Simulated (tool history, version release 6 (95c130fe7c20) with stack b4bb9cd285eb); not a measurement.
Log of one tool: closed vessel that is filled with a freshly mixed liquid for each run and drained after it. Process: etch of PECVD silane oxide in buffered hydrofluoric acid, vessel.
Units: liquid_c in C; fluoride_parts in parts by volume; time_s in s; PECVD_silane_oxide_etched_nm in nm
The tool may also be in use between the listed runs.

run 1 hour=0.0 | liquid_c=23.0 fluoride_parts=24.0 time_s=30 | PECVD_silane_oxide_etched_nm=47.820
run 2 hour=5.7 | liquid_c=25.5 fluoride_parts=24.0 time_s=30 | PECVD_silane_oxide_etched_nm=54.395
run 3 hour=7.8 | liquid_c=27.0 fluoride_parts=23.5 time_s=30 | PECVD_silane_oxide_etched_nm=60.504
run 4 hour=15.2 | liquid_c=27.0 fluoride_parts=20.5 time_s=30 | PECVD_silane_oxide_etched_nm=65.390
run 5 hour=20.1 | liquid_c=27.0 fluoride_parts=14.0 time_s=30 | PECVD_silane_oxide_etched_nm=95.188
run 6 hour=24.2 | liquid_c=26.0 fluoride_parts=14.0 time_s=30 | PECVD_silane_oxide_etched_nm=90.685
run 7 hour=29.9 | liquid_c=25.0 fluoride_parts=14.0 time_s=30 | PECVD_silane_oxide_etched_nm=85.251

Run 8 comes next. What will it give?
run 8 hour=31.8 | liquid_c=24.5 fluoride_parts=14.0 time_s=30 | PECVD_silane_oxide_etched_nm=?

{"run 8": {"PECVD_silane_oxide_etched_nm": 83.983}}
